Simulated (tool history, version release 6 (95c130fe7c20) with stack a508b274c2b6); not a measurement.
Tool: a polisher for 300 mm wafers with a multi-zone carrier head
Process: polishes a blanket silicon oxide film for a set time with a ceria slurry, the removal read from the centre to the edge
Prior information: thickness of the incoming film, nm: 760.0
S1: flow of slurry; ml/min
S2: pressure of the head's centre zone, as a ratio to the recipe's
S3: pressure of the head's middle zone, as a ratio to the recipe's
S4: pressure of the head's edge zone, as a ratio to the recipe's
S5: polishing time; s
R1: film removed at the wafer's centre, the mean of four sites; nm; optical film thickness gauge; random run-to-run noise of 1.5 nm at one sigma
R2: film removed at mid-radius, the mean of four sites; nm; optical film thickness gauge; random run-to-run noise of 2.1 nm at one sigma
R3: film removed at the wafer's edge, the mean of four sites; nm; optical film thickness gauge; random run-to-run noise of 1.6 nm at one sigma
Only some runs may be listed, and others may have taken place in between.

run  hour   S1    S2    S3    S4  S5      R1      R2      R3
  1   0.0  300  1.00  1.00  1.00  52  260.17  263.55  251.42
  2   8.4  290  0.95  1.01  0.99  46  219.87  235.05  221.39
  3  13.6  290  0.95  1.01  0.95  46  220.40  238.61  218.51
  4  16.8  290  1.00  1.01  0.95  46  230.29  230.85  217.20
  5  25.4  290  0.96  1.01  0.95  46  218.41  230.08  221.48
  6  30.9  315  0.96  1.01  0.95  46  221.62  233.88  220.04
  7  37.4  310  0.92  1.02  0.96  41  189.30  211.50  198.91

Forecast run 8:
  8  46.2  310  0.90  1.03  0.96  38   ?   ?   ?

{"run 8": {"R1": 174.8, "R2": 202.6, "R3": 181.24}}
